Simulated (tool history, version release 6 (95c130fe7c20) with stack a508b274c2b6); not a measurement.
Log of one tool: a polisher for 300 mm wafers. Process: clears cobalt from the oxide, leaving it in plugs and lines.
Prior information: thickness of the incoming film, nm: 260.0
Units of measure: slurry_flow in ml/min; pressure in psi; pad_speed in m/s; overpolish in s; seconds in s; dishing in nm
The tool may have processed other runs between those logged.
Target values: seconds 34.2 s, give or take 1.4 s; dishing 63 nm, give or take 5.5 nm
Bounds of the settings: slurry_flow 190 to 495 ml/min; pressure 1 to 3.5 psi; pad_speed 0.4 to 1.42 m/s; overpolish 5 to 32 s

Run 1, hour 0: slurry_flow 320 ml/min, pressure 2.2 psi, pad_speed 0.9 m/s, overpolish 16 s. Result: seconds 53.649 s, dishing 50.69 nm.
Run 2, hour 5: slurry_flow 320 ml/min, pressure 2.3 psi, pad_speed 0.9 m/s, overpolish 16 s. Result: seconds 53.602 s, dishing 51.602 nm.
Run 3, hour 12.2: slurry_flow 320 ml/min, pressure 1.9 psi, pad_speed 0.9 m/s, overpolish 16 s. Result: seconds 58.842 s, dishing 45.675 nm.
Run 4, hour 18.1: slurry_flow 320 ml/min, pressure 2.1 psi, pad_speed 0.92 m/s, overpolish 15 s. Result: seconds 55.377 s, dishing 48.207 nm.
Run 5, hour 22.1: slurry_flow 320 ml/min, pressure 2.1 psi, pad_speed 1.1 m/s, overpolish 15 s. Result: seconds 48.621 s, dishing 53.156 nm.
Run 6, hour 27.4: slurry_flow 320 ml/min, pressure 2.1 psi, pad_speed 1.22 m/s, overpolish 15 s. Result: seconds 45.136 s, dishing 50.174 nm.
Run 7, hour 35: slurry_flow 320 ml/min, pressure 2.2 psi, pad_speed 1.22 m/s, overpolish 15 s. Result: seconds 43.571 s, dishing 53 nm.
Run 8, hour 39.1: slurry_flow 320 ml/min, pressure 2.3 psi, pad_speed 1.22 m/s, overpolish 15 s. Result: seconds 42.074 s, dishing 53.009 nm.
Run 9, hour 41.4: slurry_flow 320 ml/min, pressure 2.4 psi, pad_speed 1.22 m/s, overpolish 15 s. Result: seconds 40.761 s, dishing 53.607 nm.
Run 10, hour 49.7: slurry_flow 320 ml/min, pressure 2.5 psi, pad_speed 1.22 m/s, overpolish 16 s. Result: seconds 39.963 s, dishing 57.295 nm.
Run 11, hour 51.2: slurry_flow 320 ml/min, pressure 2.6 psi, pad_speed 1.22 m/s, overpolish 16 s. Result: seconds 38.636 s, dishing 53.136 nm.
Run 12, hour 55.6: slurry_flow 320 ml/min, pressure 2.7 psi, pad_speed 1.22 m/s, overpolish 17 s. Result: seconds 37.861 s, dishing 55.106 nm.

Of the 5 settings listed for the next run, only one would bring every result within its allowed miss of target. Which one?
Run A, hour 60: slurry_flow 300 ml/min, pressure 3.1 psi, pad_speed 1.2 m/s, overpolish 23 s. Result: seconds ?, dishing ?.
Run B, hour 60: slurry_flow 210 ml/min, pressure 2.9 psi, pad_speed 1.12 m/s, overpolish 30 s. Result: seconds ?, dishing ?.
Run C, hour 60: slurry_flow 265 ml/min, pressure 2.9 psi, pad_speed 1.18 m/s, overpolish 14 s. Result: seconds ?, dishing ?.
Run D, hour 60: slurry_flow 355 ml/min, pressure 2.5 psi, pad_speed 1.3 m/s, overpolish 18 s. Result: seconds ?, dishing ?.
Run E, hour 60: slurry_flow 200 ml/min, pressure 2.1 psi, pad_speed 1.28 m/s, overpolish 24 s. Result: seconds ?, dishing ?.

move  seconds  dishing
   A   34.467   60.531
   B    39.85    61.46
   C    37.16   52.761
   D   37.324   56.899
   E    45.52    58.19
A: hits every target within its allowed miss
B: moves away from the targets compared with the last run
C: an improvement on the last run, though not all results are within tolerance
D: an improvement on the last run, though not all results are within tolerance
E: moves away from the targets compared with the last run
Answer: A
